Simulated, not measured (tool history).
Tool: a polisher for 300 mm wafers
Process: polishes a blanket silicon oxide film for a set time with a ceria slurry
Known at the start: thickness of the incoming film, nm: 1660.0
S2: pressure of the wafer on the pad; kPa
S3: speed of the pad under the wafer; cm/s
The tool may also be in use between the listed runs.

{"run": 1, "hour": 0.0, "flow of slurry (ml/min)": 180, "S2": 23.4, "S3": 106, "polishing time (s)": 56, "film removed (Å)": 3233.8}
{"run": 2, "hour": 8.1, "flow of slurry (ml/min)": 180, "S2": 23.4, "S3": 78, "polishing time (s)": 56, "film removed (Å)": 2533.1}
{"run": 3, "hour": 11.7, "flow of slurry (ml/min)": 180, "S2": 20.7, "S3": 76, "polishing time (s)": 56, "film removed (Å)": 2136.7}
{"run": 4, "hour": 12.3, "flow of slurry (ml/min)": 215, "S2": 20.7, "S3": 76, "polishing time (s)": 56, "film removed (Å)": 2217.4}
{"run": 5, "hour": 14.4, "flow of slurry (ml/min)": 215, "S2": 19.3, "S3": 76, "polishing time (s)": 56, "film removed (Å)": 2046.7}
{"run": 6, "hour": 18.9, "flow of slurry (ml/min)": 215, "S2": 17.9, "S3": 76, "polishing time (s)": 56, "film removed (Å)": 1939.7}
{"run": 7, "hour": 20.3, "flow of slurry (ml/min)": 210, "S2": 13.8, "S3": 74, "polishing time (s)": 56, "film removed (Å)": 1471.6}

Forecast run 8:
{"run": 8, "hour": 20.9, "flow of slurry (ml/min)": 215, "S2": 14.5, "S3": 74, "polishing time (s)": 56, "film removed (Å)": "?"}

film removed (Å): 1557.6
